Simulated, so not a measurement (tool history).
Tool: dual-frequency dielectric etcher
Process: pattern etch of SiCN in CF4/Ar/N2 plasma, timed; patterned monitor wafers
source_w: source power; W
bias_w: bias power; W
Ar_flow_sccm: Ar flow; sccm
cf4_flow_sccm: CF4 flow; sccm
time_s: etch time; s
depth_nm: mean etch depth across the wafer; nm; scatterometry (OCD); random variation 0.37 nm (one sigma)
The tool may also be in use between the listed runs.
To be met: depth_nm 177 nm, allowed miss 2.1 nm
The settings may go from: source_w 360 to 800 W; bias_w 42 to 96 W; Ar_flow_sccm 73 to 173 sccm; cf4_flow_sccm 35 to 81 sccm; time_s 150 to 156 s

run  hour  source_w  bias_w  Ar_flow_sccm  cf4_flow_sccm  time_s  depth_nm
  1     0       580      69           123             58     150    162.57
  2   0.7       590      69           123             58     150    165.36
  3   6.2       540      69           123             58     150    150.85
  4  11.5       540      69           123             53     150    148.52
  5  18.4       540      69           123             53     156    154.88
  6  20.1       540      69           123             44     156     150.7
  7  28.6       560      69           123             44     156    156.53
  8  31.8       570      69           123             44     156    159.91
  9  38.3       580      69           123             44     156    162.91
 10  47.1       640      69           123             44     156    180.61

Which of these 4 next moves meets every target?
  A  55.9       700      62           135             47     151         ?
  B  55.9       640      65           124             43   152.5         ?
  C  55.9       640      77           133             47   150.5         ?
  D  55.9       680      63           122             44     152         ?

move  depth_nm
   A    182.45
   B     172.1
   C    177.47
   D     182.3
A: further off than the last run
B: takes the result that was furthest off past its target
C: meets every target
D: further off than the last run
The right move is C.
